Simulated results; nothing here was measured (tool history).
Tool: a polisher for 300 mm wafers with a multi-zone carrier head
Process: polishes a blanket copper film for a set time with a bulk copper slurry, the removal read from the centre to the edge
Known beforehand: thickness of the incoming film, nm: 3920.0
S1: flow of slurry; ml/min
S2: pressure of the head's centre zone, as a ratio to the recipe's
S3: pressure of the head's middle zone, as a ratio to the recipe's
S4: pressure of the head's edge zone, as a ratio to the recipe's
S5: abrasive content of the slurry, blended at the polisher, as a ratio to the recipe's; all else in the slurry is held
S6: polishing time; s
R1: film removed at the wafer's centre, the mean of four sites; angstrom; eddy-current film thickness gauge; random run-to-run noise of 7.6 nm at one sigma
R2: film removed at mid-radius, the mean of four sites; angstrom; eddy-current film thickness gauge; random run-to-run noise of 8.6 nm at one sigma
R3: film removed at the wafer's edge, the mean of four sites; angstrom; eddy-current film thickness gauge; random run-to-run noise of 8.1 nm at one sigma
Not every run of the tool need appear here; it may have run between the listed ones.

run 1 day=0 | S1=320 S2=1 S3=1 S4=1 S5=1 S6=82 | R1=6426.1 R2=6860 R3=6433.6
run 2 day=0.2 | S1=320 S2=1 S3=1 S4=1.04 S5=1.1 S6=83 | R1=6602.5 R2=7038.2 R3=6929.9
run 3 day=0.279 | S1=320 S2=0.93 S3=1 S4=1.04 S5=1.1 S6=83 | R1=6220.7 R2=6984.3 R3=6884.5
run 4 day=0.404 | S1=325 S2=0.95 S3=1.01 S4=1.06 S5=1.15 S6=83 | R1=6371.6 R2=7287.1 R3=6986.5
run 5 day=0.454 | S1=325 S2=0.95 S3=1.01 S4=1.06 S5=1.05 S6=83 | R1=6087.2 R2=6939.6 R3=6947
run 6 day=0.712 | S1=325 S2=0.95 S3=1.01 S4=0.99 S5=1.05 S6=83 | R1=6241.8 R2=7183.2 R3=6627.1
run 7 day=1.033 | S1=330 S2=0.96 S3=1.01 S4=1.02 S5=1.1 S6=84 | R1=6580.2 R2=7182.2 R3=6912.4
run 8 day=1.208 | S1=340 S2=0.96 S3=1.02 S4=1.04 S5=1.15 S6=84 | R1=6509.5 R2=7435.9 R3=7080.9
run 9 day=1.496 | S1=340 S2=0.97 S3=1.02 S4=1.05 S5=1.2 S6=84 | R1=6690.8 R2=7493.1 R3=7205.9
run 10 day=1.692 | S1=345 S2=0.98 S3=1.02 S4=1.06 S5=1.2 S6=84 | R1=6801.7 R2=7563.9 R3=7265.3
run 11 day=1.717 | S1=350 S2=0.99 S3=1.02 S4=1.07 S5=1.2 S6=84 | R1=6961.8 R2=7523.6 R3=7241.3
run 12 day=1.817 | S1=350 S2=0.99 S3=1.02 S4=1.08 S5=1.2 S6=84 | R1=7034.1 R2=7587.2 R3=7243

Predict the results of run 13:
run 13 day=1.929 | S1=345 S2=0.99 S3=1.02 S4=1.09 S5=1.2 S6=84 | R1=? R2=? R3=?

Run 13 produced R1 6879 angstrom, R2 7396.3 angstrom, R3 7325 angstrom.

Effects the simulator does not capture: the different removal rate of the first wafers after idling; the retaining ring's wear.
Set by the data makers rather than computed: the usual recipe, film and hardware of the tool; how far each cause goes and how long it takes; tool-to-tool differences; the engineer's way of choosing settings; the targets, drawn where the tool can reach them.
